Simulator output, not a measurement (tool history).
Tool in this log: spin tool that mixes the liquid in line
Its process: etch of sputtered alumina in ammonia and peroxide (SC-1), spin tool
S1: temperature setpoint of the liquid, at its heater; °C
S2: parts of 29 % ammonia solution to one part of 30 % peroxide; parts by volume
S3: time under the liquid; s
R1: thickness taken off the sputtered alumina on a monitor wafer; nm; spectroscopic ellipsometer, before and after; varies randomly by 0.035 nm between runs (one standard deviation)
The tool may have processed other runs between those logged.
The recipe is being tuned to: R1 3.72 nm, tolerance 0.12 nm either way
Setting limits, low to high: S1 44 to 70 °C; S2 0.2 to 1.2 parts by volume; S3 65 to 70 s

run,day,S1,S2,S3,R1
1,0,60,0.85,65,6.752
2,0.179,60,0.85,65,6.7417
3,0.254,60,0.75,65,6.6718
4,0.612,65,0.75,65,8.6583
5,0.679,65,0.75,70,9.2738
6,0.717,63,0.75,70,8.2829
7,0.9,55,0.7,70,5.389
8,1.112,47,0.65,70,3.4683

4 next moves are on the table. One of them brings every result within its allowed miss. Which?
A,1.325,47.5,1.05,65,?
B,1.325,49.5,0.5,65,?
C,1.325,46,0.8,70,?
D,1.325,46.5,0.65,70,?

move,R1
A,3.5341
B,3.6806
C,3.4088
D,3.4378
A: nearer than the last run, and not there yet
B: all results in spec
C: lands further from the targets than the last run did
D: lands further from the targets than the last run did
B meets every target.
